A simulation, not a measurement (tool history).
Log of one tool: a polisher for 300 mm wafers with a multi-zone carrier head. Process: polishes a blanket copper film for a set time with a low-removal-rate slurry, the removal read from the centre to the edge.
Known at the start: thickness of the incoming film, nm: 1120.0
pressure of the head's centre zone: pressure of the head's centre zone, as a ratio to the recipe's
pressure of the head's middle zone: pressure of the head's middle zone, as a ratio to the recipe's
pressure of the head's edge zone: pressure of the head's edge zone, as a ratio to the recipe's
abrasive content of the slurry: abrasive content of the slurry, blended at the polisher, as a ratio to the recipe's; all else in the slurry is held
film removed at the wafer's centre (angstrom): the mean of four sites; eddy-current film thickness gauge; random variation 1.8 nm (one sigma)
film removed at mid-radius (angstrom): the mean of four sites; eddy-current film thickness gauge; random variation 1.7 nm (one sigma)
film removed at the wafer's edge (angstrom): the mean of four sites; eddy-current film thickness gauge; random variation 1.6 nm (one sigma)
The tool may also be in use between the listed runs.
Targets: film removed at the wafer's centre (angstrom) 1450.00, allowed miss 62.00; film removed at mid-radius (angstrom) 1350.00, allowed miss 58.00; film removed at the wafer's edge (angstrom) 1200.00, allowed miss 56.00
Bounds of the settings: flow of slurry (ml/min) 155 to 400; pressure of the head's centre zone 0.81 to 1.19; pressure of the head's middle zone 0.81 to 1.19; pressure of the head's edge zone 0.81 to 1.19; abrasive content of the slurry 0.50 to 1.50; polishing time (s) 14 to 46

| run | hour | flow of slurry (ml/min) | pressure of the head's centre zone | pressure of the head's middle zone | pressure of the head's edge zone | abrasive content of the slurry | polishing time (s) | film removed at the wafer's centre (angstrom) | film removed at mid-radius (angstrom) | film removed at the wafer's edge (angstrom) |
|---|---|---|---|---|---|---|---|---|---|---|
| 1 | 0.0 | 255 | 1.00 | 1.00 | 1.00 | 1.00 | 30 | 1081.10 | 1118.80 | 1084.70 |
| 2 | 5.4 | 255 | 1.00 | 1.00 | 1.00 | 1.00 | 23 | 842.78 | 846.17 | 836.63 |
| 3 | 13.6 | 255 | 0.95 | 1.00 | 1.00 | 1.00 | 23 | 786.38 | 848.12 | 840.98 |
| 4 | 16.0 | 255 | 0.92 | 1.00 | 1.00 | 1.00 | 23 | 756.94 | 826.30 | 842.41 |
| 5 | 22.6 | 210 | 0.92 | 1.00 | 1.00 | 1.00 | 23 | 743.50 | 820.17 | 832.58 |
| 6 | 30.9 | 210 | 0.95 | 1.00 | 1.00 | 1.00 | 23 | 755.87 | 807.39 | 826.06 |
| 7 | 32.3 | 240 | 1.02 | 1.03 | 1.02 | 1.15 | 25 | 932.77 | 978.50 | 966.68 |
| 8 | 34.7 | 270 | 1.08 | 1.04 | 1.00 | 1.25 | 26 | 1078.50 | 1019.80 | 1002.90 |
| 9 | 38.8 | 285 | 1.16 | 1.14 | 0.99 | 1.50 | 32 | 1496.40 | 1451.00 | 1293.50 |
| 10 | 39.7 | 280 | 1.16 | 1.13 | 0.97 | 1.45 | 32 | 1483.80 | 1468.00 | 1279.80 |
| 11 | 40.6 | 280 | 1.17 | 1.11 | 0.96 | 1.40 | 32 | 1459.60 | 1419.30 | 1255.40 |
| 12 | 42.3 | 290 | 1.18 | 1.10 | 0.95 | 1.40 | 32 | 1472.40 | 1413.10 | 1261.40 |

Which of these 4 next moves meets every target?
| A | 44.0 | 290 | 1.12 | 1.19 | 0.81 | 1.45 | 33 | ? | ? | ? |
| B | 44.0 | 260 | 1.17 | 1.09 | 0.90 | 1.50 | 31 | ? | ? | ? |
| C | 44.0 | 285 | 1.12 | 1.12 | 0.99 | 1.35 | 33 | ? | ? | ? |
| D | 44.0 | 225 | 1.18 | 1.19 | 0.82 | 1.35 | 34 | ? | ? | ? |

| move | film removed at the wafer's centre (angstrom) | film removed at mid-radius (angstrom) | film removed at the wafer's edge (angstrom) |
|---|---|---|---|
| A | 1503.60 | 1577.00 | 1216.30 |
| B | 1467.20 | 1367.70 | 1198.10 |
| C | 1473.00 | 1466.90 | 1308.90 |
| D | 1548.40 | 1545.70 | 1208.10 |
A: brings the result that was furthest off to its target, and leaves another outside
B: meets every target
C: further off than the last run
D: brings the result that was furthest off to its target, and leaves another outside
The right move is B.
